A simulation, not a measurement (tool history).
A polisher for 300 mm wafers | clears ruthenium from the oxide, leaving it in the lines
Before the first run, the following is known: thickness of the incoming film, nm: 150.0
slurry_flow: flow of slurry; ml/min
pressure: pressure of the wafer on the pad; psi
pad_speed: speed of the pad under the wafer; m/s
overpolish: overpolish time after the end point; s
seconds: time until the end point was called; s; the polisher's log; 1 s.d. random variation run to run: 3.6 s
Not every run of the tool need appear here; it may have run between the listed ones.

| run | hour | slurry_flow | pressure | pad_speed | overpolish | seconds |
|---|---|---|---|---|---|---|
| 1 | 0 | 170 | 2.2 | 0.98 | 15 | 143.03 |
| 2 | 5.1 | 170 | 2.2 | 1.1 | 15 | 134.71 |
| 3 | 14.1 | 170 | 2.2 | 1.26 | 15 | 118.29 |
| 4 | 22.6 | 170 | 2 | 1.24 | 15 | 132.68 |
| 5 | 30.8 | 170 | 1.9 | 1.22 | 15 | 141.63 |
| 6 | 34 | 140 | 1.9 | 1.22 | 15 | 150.87 |

Estimate the outcome of run 7 from the log above:
| 7 | 36.8 | 140 | 1.8 | 1.22 | 15 | ? |

seconds: 155.96 s

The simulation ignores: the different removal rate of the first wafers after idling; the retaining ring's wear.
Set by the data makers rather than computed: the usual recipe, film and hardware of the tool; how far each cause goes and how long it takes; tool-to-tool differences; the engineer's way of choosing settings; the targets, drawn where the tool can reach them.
